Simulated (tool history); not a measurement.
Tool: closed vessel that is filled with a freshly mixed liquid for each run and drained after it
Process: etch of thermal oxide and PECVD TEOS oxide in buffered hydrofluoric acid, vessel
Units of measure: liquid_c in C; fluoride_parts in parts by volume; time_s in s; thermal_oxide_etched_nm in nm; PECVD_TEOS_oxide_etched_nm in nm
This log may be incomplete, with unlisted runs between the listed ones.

| run | day | liquid_c | fluoride_parts | time_s | thermal_oxide_etched_nm | PECVD_TEOS_oxide_etched_nm |
|---|---|---|---|---|---|---|
| 1 | 0.000 | 20.0 | 11.5 | 60 | 44.786 | 64.064 |
| 2 | 0.162 | 20.0 | 11.5 | 45 | 33.602 | 48.156 |
| 3 | 0.408 | 22.5 | 11.0 | 45 | 40.112 | 57.234 |
| 4 | 0.546 | 22.5 | 11.0 | 30 | 26.892 | 38.552 |
| 5 | 0.800 | 24.0 | 9.0 | 30 | 33.832 | 48.533 |
| 6 | 0.912 | 24.0 | 9.0 | 30 | 34.226 | 49.426 |
| 7 | 1.250 | 25.0 | 8.0 | 30 | 41.133 | 58.518 |

Run 8 has not been measured yet. What should we expect?
| 8 | 1.488 | 26.0 | 7.5 | 30 | ? | ? |

thermal_oxide_etched_nm: 46.147 nm
PECVD_TEOS_oxide_etched_nm: 66.226 nm
